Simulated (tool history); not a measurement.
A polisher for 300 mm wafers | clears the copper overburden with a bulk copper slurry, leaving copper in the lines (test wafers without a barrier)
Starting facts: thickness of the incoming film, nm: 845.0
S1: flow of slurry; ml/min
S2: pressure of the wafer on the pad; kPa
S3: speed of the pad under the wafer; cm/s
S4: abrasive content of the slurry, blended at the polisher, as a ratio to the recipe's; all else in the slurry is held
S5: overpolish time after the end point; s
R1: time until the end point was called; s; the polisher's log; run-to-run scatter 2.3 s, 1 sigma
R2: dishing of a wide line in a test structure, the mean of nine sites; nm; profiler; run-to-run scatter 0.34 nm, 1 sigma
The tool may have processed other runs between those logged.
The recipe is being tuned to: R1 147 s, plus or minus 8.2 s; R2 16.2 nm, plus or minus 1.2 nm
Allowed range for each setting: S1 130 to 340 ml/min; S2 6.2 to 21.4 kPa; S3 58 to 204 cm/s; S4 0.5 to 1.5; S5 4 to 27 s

run 1 day=0 | S1=220 S2=13.8 S3=130 S4=1 S5=14 | R1=125.1 R2=51.945
run 2 day=0.096 | S1=220 S2=11 S3=140 S4=1 S5=11 | R1=147.8 R2=37.51
run 3 day=0.354 | S1=210 S2=9.7 S3=156 S4=0.95 S5=9 | R1=164.04 R2=29.64
run 4 day=0.467 | S1=185 S2=9.7 S3=172 S4=0.9 S5=7 | R1=150.15 R2=25.403
run 5 day=0.675 | S1=185 S2=9.7 S3=172 S4=0.9 S5=11 | R1=145.11 R2=35.519
run 6 day=0.971 | S1=165 S2=9.7 S3=182 S4=0.75 S5=9 | R1=154.49 R2=31.335
-- day=1.142 head pressure recalibrated
run 7 day=1.142 | S1=165 S2=9.7 S3=182 S4=0.75 S5=9 | R1=140.53 R2=32.697
run 8 day=1.329 | S1=155 S2=9 S3=190 S4=1 S5=7 | R1=141.04 R2=27.517
run 9 day=1.4 | S1=215 S2=8.3 S3=184 S4=1.15 S5=6 | R1=140.28 R2=23.524
run 10 day=1.483 | S1=255 S2=7.6 S3=180 S4=1.25 S5=5 | R1=148.68 R2=18.446

5 candidate next runs follow, results not yet known. Just one meets every target within its allowed miss. Identify it.
run A day=1.567 | S1=240 S2=6.9 S3=178 S4=1.15 S5=6 | R1=? R2=?
run B day=1.567 | S1=250 S2=7.6 S3=184 S4=1.35 S5=5 | R1=? R2=?
run C day=1.567 | S1=290 S2=6.9 S3=164 S4=1.35 S5=4 | R1=? R2=?
run D day=1.567 | S1=315 S2=6.2 S3=190 S4=1.3 S5=4 | R1=? R2=?
run E day=1.567 | S1=255 S2=9 S3=162 S4=1.1 S5=4 | R1=? R2=?

move=A R1=166.18 R2=19.792
move=B R1=141.81 R2=19.492
move=C R1=168.02 R2=13.624
move=D R1=164.41 R2=13.836
move=E R1=140.43 R2=16.226
A: further off than the last run
B: further off than the last run
C: the result that was furthest off in the last run now lies on the other side of its target
D: the result that was furthest off in the last run now lies on the other side of its target
E: all results in spec
The right move is E.
